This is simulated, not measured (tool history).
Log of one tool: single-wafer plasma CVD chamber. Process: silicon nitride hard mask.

run  hour  heater temperature setpoint (°C)  chamber pressure (Torr)  RF power (W)  deposition time (s)  mean film thickness on the monitor wafer (Å)
  1   0.0                               390                     2.06           360                 81.1                                        1249.2
  2   2.9                               390                     2.23           360                 81.1                                        1276.5
  3   7.9                               380                     2.23           360                 81.1                                        1279.7
  4  13.5                               380                     2.34           365                 81.1                                        1307.9
  5  18.4                               380                     2.19           365                 81.1                                        1288.3
  6  20.9                               380                     2.30           370                 81.1                                        1314.2
  7  25.3                               380                     2.38           375                 81.1                                        1343.1

The next listed run, before its measurement:
  8  26.1                               380                     2.43           375                 81.1                                             ?

mean film thickness on the monitor wafer (Å): 1346.7

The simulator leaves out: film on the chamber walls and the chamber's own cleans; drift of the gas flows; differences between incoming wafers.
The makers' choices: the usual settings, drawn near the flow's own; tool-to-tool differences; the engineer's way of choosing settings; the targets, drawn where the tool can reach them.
